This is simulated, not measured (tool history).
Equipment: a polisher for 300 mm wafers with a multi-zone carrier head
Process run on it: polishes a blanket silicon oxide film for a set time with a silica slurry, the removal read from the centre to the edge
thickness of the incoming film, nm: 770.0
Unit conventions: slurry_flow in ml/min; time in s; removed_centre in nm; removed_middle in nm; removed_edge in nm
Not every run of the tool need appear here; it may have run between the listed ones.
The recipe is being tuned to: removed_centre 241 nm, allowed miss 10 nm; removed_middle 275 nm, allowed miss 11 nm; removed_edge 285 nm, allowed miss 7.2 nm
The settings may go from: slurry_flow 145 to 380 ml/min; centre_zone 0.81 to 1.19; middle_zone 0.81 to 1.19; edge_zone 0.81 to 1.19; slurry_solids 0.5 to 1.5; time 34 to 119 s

run	hour	slurry_flow	centre_zone	middle_zone	edge_zone	slurry_solids	time	removed_centre	removed_middle	removed_edge
1	0	245	1	1	1	1	76	234.95	237.13	233.1
2	7.2	245	1	1	1	0.85	76	215.68	219.91	216.65
3	15.3	245	1	1	0.94	0.85	76	220.93	219.14	213.53
4	17.6	245	1.07	1	0.94	0.85	76	229.58	219.75	211.65
5	23.5	250	1.02	1	1	0.95	76	229.59	233.81	224.57
6	25	250	1.02	1	1	0.85	76	223.67	221.32	220.33
7	30.4	260	0.99	1	1.05	0.9	77	228	223.36	232.23
8	33.1	260	0.96	1.02	1.08	1	77	228.27	247.93	243.58
9	39.3	280	0.91	0.93	1.18	1.25	79	246.67	252.47	287.7
# hour 40: worn pad replaced by a new one
10	40	280	0.91	0.93	1.18	1.25	79	264.28	274.36	314.35
11	42.9	265	0.9	0.94	1.16	1.25	79	264.44	279.31	311.35
12	45.2	280	0.9	0.96	1.16	1.25	79	257.8	284.8	311.45
13	47.7	280	0.9	0.97	1.15	1.2	79	257.62	282.37	310.16
14	53.8	260	0.9	0.98	1.15	1.2	79	258.59	282.36	301.49
15	60.6	265	0.9	0.99	1.14	1.15	79	252.45	273.82	298.95
16	61.7	275	0.9	1	1.12	1.15	79	251.41	279.86	295.87

Which one of the following 4 next-run settings gets every result inside its allowed miss? There is exactly one.
A	62.8	255	0.93	0.94	1.16	1.15	81	?	?	?
B	62.8	315	0.81	0.94	1.19	1.1	81	?	?	?
C	62.8	285	0.98	1.03	1.06	1.05	81	?	?	?
D	62.8	285	0.89	1.02	1.12	1.35	71	?	?	?

move	removed_centre	removed_middle	removed_edge
A	263.98	272.04	309.05
B	231.09	273.32	313.01
C	272.85	287.5	287.82
D	236.85	272.89	283.14
A: misses by more than the last run did
B: misses by more than the last run did
C: brings the last run's worst result on target, with another outside its allowed miss
D: in spec on every target
Go with D: it meets all targets.
